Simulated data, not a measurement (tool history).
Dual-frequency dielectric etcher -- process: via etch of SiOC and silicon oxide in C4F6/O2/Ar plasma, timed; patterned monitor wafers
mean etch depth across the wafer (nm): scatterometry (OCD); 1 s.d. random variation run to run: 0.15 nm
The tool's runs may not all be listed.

run	day	source power (W)	bias power (W)	etch time (s)	mean etch depth across the wafer (nm)
1	0	420	201	32	38.26
2	0.225	490	201	32	40.52
3	0.471	440	189	31.5	37.537
4	0.767	410	189	31.5	36.415
5	1.025	470	189	31.5	37.903
6	1.229	430	182	31.5	36.762
# day 1.267: bias power generator calibrated
7	1.267	400	176	31.5	35.551

Run 8 is up next; what results do you expect?
8	1.458	380	171	31.5	?

Run 8 yielded mean etch depth across the wafer (nm) 34.832.
